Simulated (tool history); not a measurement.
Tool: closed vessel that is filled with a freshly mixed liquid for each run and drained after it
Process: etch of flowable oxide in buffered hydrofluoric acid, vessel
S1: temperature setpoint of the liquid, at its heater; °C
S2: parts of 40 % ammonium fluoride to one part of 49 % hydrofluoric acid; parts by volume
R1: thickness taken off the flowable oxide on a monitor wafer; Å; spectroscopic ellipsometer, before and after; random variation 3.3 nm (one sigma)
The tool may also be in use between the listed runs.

{"run": 1, "hour": 0.0, "S1": 22, "S2": 23, "time in the liquid (s)": 105, "R1": 1239.2}
{"run": 2, "hour": 4.0, "S1": 24, "S2": 19, "time in the liquid (s)": 105, "R1": 1594.4}
{"run": 3, "hour": 12.8, "S1": 22.5, "S2": 19, "time in the liquid (s)": 105, "R1": 1476.7}
{"run": 4, "hour": 16.2, "S1": 26, "S2": 19, "time in the liquid (s)": 105, "R1": 1812.8}
{"run": 5, "hour": 23.9, "S1": 27, "S2": 16, "time in the liquid (s)": 105, "R1": 2249.6}
{"run": 6, "hour": 28.5, "S1": 28, "S2": 15, "time in the liquid (s)": 105, "R1": 2480.3}
{"run": 7, "hour": 35.2, "S1": 28.5, "S2": 14, "time in the liquid (s)": 105, "R1": 2808.1}
{"run": 8, "hour": 40.2, "S1": 29, "S2": 13.5, "time in the liquid (s)": 105, "R1": 2952.4}

The next listed run, before its measurement:
{"run": 9, "hour": 42.6, "S1": 30, "S2": 11.5, "time in the liquid (s)": 105, "R1": "?"}

R1: 3560 Å
